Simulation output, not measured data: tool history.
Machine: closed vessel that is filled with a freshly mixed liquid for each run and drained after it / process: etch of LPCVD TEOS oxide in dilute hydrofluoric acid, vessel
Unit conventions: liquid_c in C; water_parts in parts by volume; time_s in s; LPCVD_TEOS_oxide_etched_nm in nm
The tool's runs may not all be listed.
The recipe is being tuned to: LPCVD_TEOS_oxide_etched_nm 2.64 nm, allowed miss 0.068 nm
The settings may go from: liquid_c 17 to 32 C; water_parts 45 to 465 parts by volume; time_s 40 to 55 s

run 1 hour=0 | liquid_c=24 water_parts=255 time_s=55 | LPCVD_TEOS_oxide_etched_nm=4.4155
run 2 hour=7.4 | liquid_c=24 water_parts=315 time_s=55 | LPCVD_TEOS_oxide_etched_nm=3.3845
run 3 hour=13.8 | liquid_c=21.5 water_parts=315 time_s=55 | LPCVD_TEOS_oxide_etched_nm=3.0901
run 4 hour=15.4 | liquid_c=20.5 water_parts=315 time_s=55 | LPCVD_TEOS_oxide_etched_nm=2.9799
run 5 hour=20 | liquid_c=20.5 water_parts=280 time_s=55 | LPCVD_TEOS_oxide_etched_nm=3.4591
run 6 hour=24 | liquid_c=19.5 water_parts=290 time_s=55 | LPCVD_TEOS_oxide_etched_nm=3.1798
run 7 hour=29.5 | liquid_c=19 water_parts=295 time_s=55 | LPCVD_TEOS_oxide_etched_nm=3.0912
run 8 hour=38 | liquid_c=18.5 water_parts=300 time_s=55 | LPCVD_TEOS_oxide_etched_nm=2.9403
run 9 hour=44 | liquid_c=18 water_parts=305 time_s=55 | LPCVD_TEOS_oxide_etched_nm=2.8153
run 10 hour=45.9 | liquid_c=17.5 water_parts=305 time_s=55 | LPCVD_TEOS_oxide_etched_nm=2.8083
run 11 hour=48.5 | liquid_c=17.5 water_parts=310 time_s=55 | LPCVD_TEOS_oxide_etched_nm=2.724

4 next moves are on the table. One of them brings every result within its allowed miss. Which?
run A hour=51.1 | liquid_c=19.5 water_parts=325 time_s=55 | LPCVD_TEOS_oxide_etched_nm=?
run B hour=51.1 | liquid_c=17.5 water_parts=285 time_s=50 | LPCVD_TEOS_oxide_etched_nm=?
run C hour=51.1 | liquid_c=17.5 water_parts=280 time_s=50 | LPCVD_TEOS_oxide_etched_nm=?
run D hour=51.1 | liquid_c=17.5 water_parts=270 time_s=45 | LPCVD_TEOS_oxide_etched_nm=?

move=A LPCVD_TEOS_oxide_etched_nm=2.7904
move=B LPCVD_TEOS_oxide_etched_nm=2.7799
move=C LPCVD_TEOS_oxide_etched_nm=2.8417
move=D LPCVD_TEOS_oxide_etched_nm=2.6752
A: lands further from the targets than the last run did
B: lands further from the targets than the last run did
C: lands further from the targets than the last run did
D: every result within its allowed miss
D is the move that brings every result within its allowed miss.

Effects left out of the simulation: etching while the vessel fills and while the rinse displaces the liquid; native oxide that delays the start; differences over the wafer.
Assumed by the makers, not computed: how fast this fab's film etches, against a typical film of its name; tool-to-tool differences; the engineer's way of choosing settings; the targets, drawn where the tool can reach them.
